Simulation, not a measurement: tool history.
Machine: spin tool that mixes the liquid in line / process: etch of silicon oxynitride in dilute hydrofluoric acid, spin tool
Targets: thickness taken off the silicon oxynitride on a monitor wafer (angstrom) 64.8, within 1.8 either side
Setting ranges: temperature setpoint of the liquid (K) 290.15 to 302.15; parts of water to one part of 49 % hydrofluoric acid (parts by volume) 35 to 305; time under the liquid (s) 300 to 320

run,hour,temperature setpoint of the liquid (K),parts of water to one part of 49 % hydrofluoric acid (parts by volume),time under the liquid (s),thickness taken off the silicon oxynitride on a monitor wafer (angstrom)
1,0,294.15,170,300,54.273
2,7.6,294.15,170,320,57.04
3,10.3,292.15,170,320,51.995
4,11.2,292.15,170,320,51.674
5,13.5,293.15,170,320,54.657
6,14.2,293.15,200,320,45.754
# hour 22.4: hydrofluoric acid flow meter replaced
7,22.4,297.15,195,320,50.523
8,28.3,298.15,190,320,54.738
9,29.8,299.15,185,320,58.768
10,35.8,299.65,185,320,59.399
11,44.8,300.15,185,320,60.749
12,48.1,300.65,185,320,62.772

5 next moves are on the table. One of them brings every result within its allowed miss. Which?
A,51.4,298.65,175,320,?
B,51.4,302.15,200,320,?
C,51.4,300.15,175,300,?
D,51.4,301.65,175,320,?
E,51.4,300.65,180,320,?

move,thickness taken off the silicon oxynitride on a monitor wafer (angstrom)
A,61.27
B,61.115
C,61.379
D,69.89
E,64.782
A: its largest miss is bigger than the last run's
B: its largest miss is bigger than the last run's
C: its largest miss is bigger than the last run's
D: takes the result that was furthest off past its target
E: all results land within tolerance of their targets
Answer: E
